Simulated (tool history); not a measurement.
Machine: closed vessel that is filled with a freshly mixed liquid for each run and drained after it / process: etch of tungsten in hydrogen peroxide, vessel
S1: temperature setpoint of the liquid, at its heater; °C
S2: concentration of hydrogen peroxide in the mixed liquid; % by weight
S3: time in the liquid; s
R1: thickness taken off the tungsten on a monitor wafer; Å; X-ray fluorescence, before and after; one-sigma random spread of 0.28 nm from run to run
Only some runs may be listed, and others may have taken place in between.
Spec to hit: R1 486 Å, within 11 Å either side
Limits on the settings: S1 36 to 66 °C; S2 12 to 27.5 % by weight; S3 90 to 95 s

run	hour	S1	S2	S3	R1
1	0	52	18.5	90	905.74
2	4.4	49.5	18.5	90	767.59
3	9.3	49.5	20.5	90	803.74
4	12.7	47.5	20.5	90	715.6
5	16.6	51	20.5	90	874.65
6	18.6	51	20.5	95	931.8
7	25.4	48	20.5	95	783.54
8	32.2	46	20.5	95	690.1
9	32.8	44.5	20.5	95	629.06
10	37.1	43.5	20.5	95	582.05
11	40.7	43	20.5	95	564.36
12	47.2	43	20.5	95	572.18
13	50.7	40	20.5	95	472.41

Below are 5 possible settings for the next run. Only one of them brings all results inside the allowed miss of their targets. Which is it?
A	54.2	39.5	20.5	95	?
B	54.2	40	22	90	?
C	54.2	39.5	24	90	?
D	54.2	40	22	95	?
E	54.2	40	23	90	?

move	R1
A	452.01
B	458.31
C	463.33
D	483.77
E	468.61
A: moves away from the targets compared with the last run
B: moves away from the targets compared with the last run
C: moves away from the targets compared with the last run
D: all results in spec
E: moves away from the targets compared with the last run
Move D is the one to make.
